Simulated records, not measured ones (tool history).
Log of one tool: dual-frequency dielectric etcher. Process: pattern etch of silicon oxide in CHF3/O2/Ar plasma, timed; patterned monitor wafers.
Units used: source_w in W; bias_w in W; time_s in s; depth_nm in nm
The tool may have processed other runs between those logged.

run 1 day=0 | source_w=770 bias_w=143 time_s=554 | depth_nm=1111.3
run 2 day=0.367 | source_w=830 bias_w=143 time_s=554 | depth_nm=1135
run 3 day=0.512 | source_w=830 bias_w=124 time_s=554 | depth_nm=1091.8
run 4 day=0.7 | source_w=940 bias_w=124 time_s=554 | depth_nm=1118.6
run 5 day=0.796 | source_w=940 bias_w=124 time_s=554 | depth_nm=1113.1
run 6 day=0.846 | source_w=940 bias_w=124 time_s=579.5 | depth_nm=1183.1
run 7 day=1.121 | source_w=950 bias_w=127 time_s=579.5 | depth_nm=1191.2
run 8 day=1.338 | source_w=960 bias_w=129 time_s=579.5 | depth_nm=1190.9

Predict the results of run 9:
run 9 day=1.388 | source_w=970 bias_w=132 time_s=579.5 | depth_nm=?

{"run 9": {"depth_nm": 1204.8}}

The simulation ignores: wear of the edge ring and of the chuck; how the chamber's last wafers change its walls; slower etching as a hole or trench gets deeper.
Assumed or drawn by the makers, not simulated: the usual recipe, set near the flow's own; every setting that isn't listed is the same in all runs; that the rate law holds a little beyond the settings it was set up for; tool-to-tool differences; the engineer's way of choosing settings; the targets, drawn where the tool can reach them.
